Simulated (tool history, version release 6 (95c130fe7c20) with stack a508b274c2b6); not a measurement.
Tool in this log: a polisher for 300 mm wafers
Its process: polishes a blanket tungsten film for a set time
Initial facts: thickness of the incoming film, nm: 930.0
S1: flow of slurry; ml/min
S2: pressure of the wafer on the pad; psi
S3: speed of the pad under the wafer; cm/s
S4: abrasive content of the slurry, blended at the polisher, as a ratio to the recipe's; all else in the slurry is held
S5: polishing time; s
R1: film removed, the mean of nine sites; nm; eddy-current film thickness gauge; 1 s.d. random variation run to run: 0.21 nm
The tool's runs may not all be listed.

| run | hour | S1 | S2 | S3 | S4 | S5 | R1 |
|---|---|---|---|---|---|---|---|
| 1 | 0.0 | 130 | 3.0 | 96 | 1.0 | 21 | 76.671 |
| 2 | 4.2 | 125 | 2.7 | 88 | 1.0 | 21 | 63.564 |
| 3 | 6.5 | 120 | 2.5 | 82 | 1.0 | 21 | 54.915 |
| 4 | 10.9 | 115 | 2.3 | 78 | 1.0 | 21 | 47.249 |
| 5 | 19.5 | 110 | 2.1 | 76 | 1.0 | 21 | 42.277 |
| 6 | 23.2 | 130 | 2.1 | 76 | 1.0 | 21 | 43.139 |
| 7 | 23.8 | 110 | 1.4 | 58 | 1.0 | 21 | 21.911 |
|  | 27.5 | slurry blender recalibrated |
| 8 | 27.5 | 120 | 1.5 | 58 | 1.0 | 21 | 24.751 |
| 9 | 35.3 | 130 | 1.5 | 58 | 1.0 | 21 | 24.928 |
| 10 | 38.6 | 140 | 1.5 | 58 | 1.0 | 21 | 25.791 |

Run 11 is up next; what results do you expect?
| 11 | 44.5 | 145 | 1.5 | 58 | 1.0 | 21 | ? |

Run 11 came out at R1 26.028 nm.
